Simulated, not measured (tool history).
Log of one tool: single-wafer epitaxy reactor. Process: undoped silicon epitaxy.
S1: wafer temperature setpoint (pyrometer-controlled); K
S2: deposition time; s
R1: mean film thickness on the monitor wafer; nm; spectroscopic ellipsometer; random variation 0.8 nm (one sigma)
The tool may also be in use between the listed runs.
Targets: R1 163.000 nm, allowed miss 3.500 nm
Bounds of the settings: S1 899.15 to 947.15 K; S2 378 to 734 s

run  hour      S1   S2       R1
  1   0.0  923.15  556  105.720
  2   8.7  929.15  558  119.640
  3  14.2  921.15  558  102.590
  4  17.1  911.15  558   84.636
  5  22.8  915.15  558   91.702
  6  28.2  915.15  588   96.122
  7  32.1  924.15  591  114.800
     33.2  -- pyrometer calibrated
  8  33.2  936.15  597  138.010
  9  39.4  939.15  598  145.960
 10  41.4  941.15  599  151.650
 11  45.8  942.15  600  153.490
 12  50.4  943.15  600  158.120

Which of these 5 next moves meets every target?
  A  55.0  940.15  590   ?
  B  55.0  937.15  694   ?
  C  55.0  943.15  597   ?
  D  55.0  942.15  653   ?
  E  55.0  941.15  611   ?

move       R1
   A  147.640
   B  164.230
   C  157.920
   D  169.570
   E  155.760
A: further off than the last run
B: meets every target
C: as far off as the last run
D: takes the result that was furthest off past its target
E: further off than the last run
The right move is B.
